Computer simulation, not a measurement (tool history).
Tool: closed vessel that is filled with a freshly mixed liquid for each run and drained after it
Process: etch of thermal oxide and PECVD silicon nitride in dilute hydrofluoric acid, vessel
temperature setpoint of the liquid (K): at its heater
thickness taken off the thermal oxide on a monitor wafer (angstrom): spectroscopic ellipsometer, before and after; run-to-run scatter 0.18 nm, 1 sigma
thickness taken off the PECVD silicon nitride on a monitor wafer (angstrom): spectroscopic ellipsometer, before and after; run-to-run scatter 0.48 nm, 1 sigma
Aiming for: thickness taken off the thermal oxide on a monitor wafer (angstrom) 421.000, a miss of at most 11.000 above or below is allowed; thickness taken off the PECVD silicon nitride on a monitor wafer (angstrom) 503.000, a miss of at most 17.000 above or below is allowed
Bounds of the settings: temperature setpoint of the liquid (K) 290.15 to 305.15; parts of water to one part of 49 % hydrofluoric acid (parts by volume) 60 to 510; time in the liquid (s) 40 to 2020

| run | hour | temperature setpoint of the liquid (K) | parts of water to one part of 49 % hydrofluoric acid (parts by volume) | time in the liquid (s) | thickness taken off the thermal oxide on a monitor wafer (angstrom) | thickness taken off the PECVD silicon nitride on a monitor wafer (angstrom) |
|---|---|---|---|---|---|---|
| 1 | 0.0 | 297.15 | 285 | 1030 | 140.670 | 151.830 |
| 2 | 1.8 | 295.15 | 285 | 1030 | 128.540 | 133.550 |
| 3 | 7.5 | 295.15 | 285 | 590 | 74.482 | 76.309 |
| 4 | 11.4 | 295.15 | 285 | 770 | 97.483 | 99.408 |
| 5 | 16.3 | 295.15 | 360 | 770 | 71.760 | 79.822 |
| 6 | 19.4 | 295.15 | 450 | 770 | 53.397 | 64.800 |
| 7 | 27.7 | 299.15 | 340 | 1265 | 146.100 | 174.840 |
| 8 | 33.4 | 300.15 | 305 | 1305 | 178.780 | 215.670 |
| 9 | 41.6 | 301.15 | 270 | 1315 | 220.240 | 261.800 |
| 10 | 42.9 | 302.15 | 245 | 1325 | 257.710 | 305.210 |
| 11 | 44.1 | 302.65 | 230 | 1335 | 287.580 | 333.510 |
| 12 | 48.2 | 303.15 | 220 | 1355 | 314.670 | 374.730 |
| 13 | 53.4 | 303.65 | 210 | 1355 | 337.810 | 397.670 |
| 14 | 57.5 | 304.15 | 205 | 1360 | 355.940 | 424.450 |
| 15 | 60.9 | 304.15 | 200 | 1360 | 366.680 | 431.720 |
| 16 | 65.6 | 304.15 | 195 | 1365 | 381.430 | 450.310 |
|  | 69.6 | thermometer replaced |
| 17 | 69.6 | 305.15 | 180 | 1365 | 452.440 | 550.050 |
| 18 | 73.4 | 304.65 | 185 | 1370 | 431.070 | 515.380 |
| 19 | 78.6 | 304.65 | 185 | 1375 | 431.610 | 517.260 |
| 20 | 80.9 | 304.65 | 185 | 1380 | 436.720 | 528.240 |

Which of these 5 next moves meets every target?
| A | 83.2 | 304.65 | 195 | 1355 | ? | ? |
| B | 83.2 | 303.15 | 160 | 1285 | ? | ? |
| C | 83.2 | 301.15 | 160 | 1390 | ? | ? |
| D | 83.2 | 300.65 | 205 | 1905 | ? | ? |
| E | 83.2 | 304.15 | 180 | 1335 | ? | ? |

| move | thickness taken off the thermal oxide on a monitor wafer (angstrom) | thickness taken off the PECVD silicon nitride on a monitor wafer (angstrom) |
|---|---|---|
| A | 400.430 | 484.480 |
| B | 459.400 | 513.940 |
| C | 462.390 | 491.630 |
| D | 460.370 | 509.000 |
| E | 428.260 | 502.980 |
A: pushes the last run's worst result past its target
B: the furthest-off result lands on target, but another misses its tolerance
C: the furthest-off result lands on target, but another misses its tolerance
D: the furthest-off result lands on target, but another misses its tolerance
E: each result inside its tolerance
Answer: E

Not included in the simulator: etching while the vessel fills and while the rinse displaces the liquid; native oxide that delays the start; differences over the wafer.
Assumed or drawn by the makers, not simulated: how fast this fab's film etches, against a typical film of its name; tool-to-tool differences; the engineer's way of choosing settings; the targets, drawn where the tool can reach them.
